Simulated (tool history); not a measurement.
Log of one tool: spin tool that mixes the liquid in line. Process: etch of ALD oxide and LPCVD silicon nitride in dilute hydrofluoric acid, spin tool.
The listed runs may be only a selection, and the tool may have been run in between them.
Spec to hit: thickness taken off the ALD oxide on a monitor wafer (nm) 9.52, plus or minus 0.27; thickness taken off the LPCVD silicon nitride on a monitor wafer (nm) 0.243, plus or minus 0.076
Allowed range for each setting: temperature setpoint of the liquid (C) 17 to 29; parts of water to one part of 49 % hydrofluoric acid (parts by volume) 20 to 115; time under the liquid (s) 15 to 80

| run | hour | temperature setpoint of the liquid (C) | parts of water to one part of 49 % hydrofluoric acid (parts by volume) | time under the liquid (s) | thickness taken off the ALD oxide on a monitor wafer (nm) | thickness taken off the LPCVD silicon nitride on a monitor wafer (nm) |
|---|---|---|---|---|---|---|
| 1 | 0 | 21 | 65 | 40 | 8.1183 | 0.23084 |
| 2 | 3.9 | 22 | 65 | 40 | 8.4128 | 0.27283 |
| 3 | 7.1 | 21.5 | 60 | 40 | 9.0504 | 0.23658 |
| 4 | 10.4 | 22 | 60 | 40 | 9.1351 | 0.29946 |
| 5 | 18.1 | 22 | 75 | 40 | 7.103 | 0.24829 |
| 6 | 21.1 | 24.5 | 75 | 40 | 8.0713 | 0.25474 |
| 7 | 23.7 | 25.5 | 75 | 40 | 8.3379 | 0.27296 |
| 8 | 30.4 | 26.5 | 75 | 40 | 8.6635 | 0.26513 |
| 9 | 38.3 | 27 | 75 | 40 | 8.8819 | 0.27801 |
| 10 | 45.3 | 27.5 | 75 | 40 | 8.9558 | 0.37214 |

Which of these 4 next moves meets every target?
| A | 52.3 | 20.5 | 95 | 65 | ? | ? |
| B | 52.3 | 28 | 80 | 40 | ? | ? |
| C | 52.3 | 26.5 | 75 | 40 | ? | ? |
| D | 52.3 | 18.5 | 80 | 65 | ? | ? |

| move | thickness taken off the ALD oxide on a monitor wafer (nm) | thickness taken off the LPCVD silicon nitride on a monitor wafer (nm) |
|---|---|---|
| A | 8.5063 | 0.25778 |
| B | 8.5453 | 0.30869 |
| C | 8.6542 | 0.29859 |
| D | 9.4532 | 0.26568 |
A: the biggest miss grows against the last run
B: the biggest miss grows against the last run
C: the biggest miss grows against the last run
D: all results in spec
D meets every target.

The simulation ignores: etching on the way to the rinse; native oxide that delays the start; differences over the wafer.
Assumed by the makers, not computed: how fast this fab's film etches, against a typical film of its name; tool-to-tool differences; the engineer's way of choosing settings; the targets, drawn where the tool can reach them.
